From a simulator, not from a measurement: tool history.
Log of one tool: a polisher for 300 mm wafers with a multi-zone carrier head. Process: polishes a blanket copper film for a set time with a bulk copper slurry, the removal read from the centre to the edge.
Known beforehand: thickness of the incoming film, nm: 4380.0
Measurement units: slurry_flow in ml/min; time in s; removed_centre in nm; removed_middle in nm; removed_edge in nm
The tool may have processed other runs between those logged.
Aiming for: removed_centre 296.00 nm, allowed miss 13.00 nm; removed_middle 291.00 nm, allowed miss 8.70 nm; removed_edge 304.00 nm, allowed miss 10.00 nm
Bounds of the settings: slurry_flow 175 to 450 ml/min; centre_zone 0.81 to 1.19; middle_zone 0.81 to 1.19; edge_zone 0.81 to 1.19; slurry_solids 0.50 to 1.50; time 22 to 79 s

run  hour  slurry_flow  centre_zone  middle_zone  edge_zone  slurry_solids  time  removed_centre  removed_middle  removed_edge
  1   0.0          290         1.00         1.00       1.00           1.00    50          494.46          498.53        486.79
  2   1.1          290         0.97         1.00       1.00           1.00    50          489.64          496.14        483.78
  3   6.3          280         0.93         0.96       0.97           0.85    45          392.21          420.61        419.20
  4  14.1          280         0.95         0.92       0.94           0.75    41          365.72          360.99        371.30
  5  17.1          275         0.94         0.90       0.91           0.65    39          330.88          330.46        328.71
  6  22.9          265         0.92         0.87       0.90           0.60    39          313.89          308.16        320.52
  7  26.3          250         0.91         0.86       0.89           0.60    39          311.93          311.13        321.28
  8  30.0          250         0.90         0.85       0.88           0.55    39          304.19          305.06        316.82

5 next moves are on the table. One of them brings every result within its allowed miss. Which?
  A  33.7          200         0.94         0.88       0.91           0.65    37               ?               ?             ?
  B  33.7          280         0.89         0.96       0.85           0.65    37               ?               ?             ?
  C  33.7          235         0.91         0.88       0.88           0.60    39               ?               ?             ?
  D  33.7          295         0.93         0.90       0.83           0.50    38               ?               ?             ?
  E  33.7          345         0.88         0.90       0.81           0.70    36               ?               ?             ?

move  removed_centre  removed_middle  removed_edge
   A          295.59          292.85        305.78
   B          292.73          325.29        305.66
   C          304.15          310.68        317.89
   D          301.37          305.30        297.79
   E          291.56          311.94        300.07
A: in spec on every target
B: further off than the last run
C: further off than the last run
D: no better and no worse than the last run
E: further off than the last run
Go with A: it meets all targets.
